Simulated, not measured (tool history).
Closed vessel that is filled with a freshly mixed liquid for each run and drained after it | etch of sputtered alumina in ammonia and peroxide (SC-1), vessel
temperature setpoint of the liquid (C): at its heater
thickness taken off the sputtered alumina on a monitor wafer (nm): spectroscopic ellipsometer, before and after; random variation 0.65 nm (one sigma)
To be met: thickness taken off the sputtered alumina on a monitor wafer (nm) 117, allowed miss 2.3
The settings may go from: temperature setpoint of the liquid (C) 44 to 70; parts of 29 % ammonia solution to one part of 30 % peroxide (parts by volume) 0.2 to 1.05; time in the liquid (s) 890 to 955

| run | hour | temperature setpoint of the liquid (C) | parts of 29 % ammonia solution to one part of 30 % peroxide (parts by volume) | time in the liquid (s) | thickness taken off the sputtered alumina on a monitor wafer (nm) |
|---|---|---|---|---|---|
| 1 | 0 | 60 | 0.55 | 890 | 65.925 |
| 2 | 5 | 60 | 0.4 | 890 | 64.504 |
| 3 | 10 | 62 | 0.45 | 895 | 72.007 |
| 4 | 15.1 | 62 | 0.45 | 955 | 76.229 |
| 5 | 21.4 | 62 | 0.45 | 890 | 71.576 |
| 6 | 28.1 | 63.5 | 0.5 | 895 | 78.401 |
| 7 | 32.9 | 65 | 0.55 | 900 | 86.027 |
| 8 | 38.3 | 66 | 0.6 | 900 | 89.782 |
| 9 | 47.6 | 67 | 0.65 | 905 | 97.616 |
| 10 | 54.7 | 67.5 | 0.65 | 905 | 97.959 |
| 11 | 57.5 | 68 | 0.7 | 910 | 102.6 |
| 12 | 63.5 | 68.5 | 0.7 | 910 | 105.31 |
| 13 | 71.6 | 68.5 | 0.7 | 910 | 104.27 |
| 14 | 79.2 | 69 | 0.7 | 915 | 108.13 |
| 15 | 82.7 | 69 | 0.7 | 915 | 108.58 |
| 16 | 89.3 | 69.5 | 0.75 | 920 | 112.53 |

Which of these 4 next moves meets every target?
| A | 95.9 | 70 | 0.7 | 945 | ? |
| B | 95.9 | 68 | 0.8 | 940 | ? |
| C | 95.9 | 70 | 0.8 | 895 | ? |
| D | 95.9 | 69.5 | 0.65 | 930 | ? |

| move | thickness taken off the sputtered alumina on a monitor wafer (nm) |
|---|---|
| A | 117.82 |
| B | 107.75 |
| C | 113 |
| D | 112.41 |
A: meets every target
B: further off than the last run
C: nearer than the last run, and not there yet
D: as far off as the last run
Answer: A
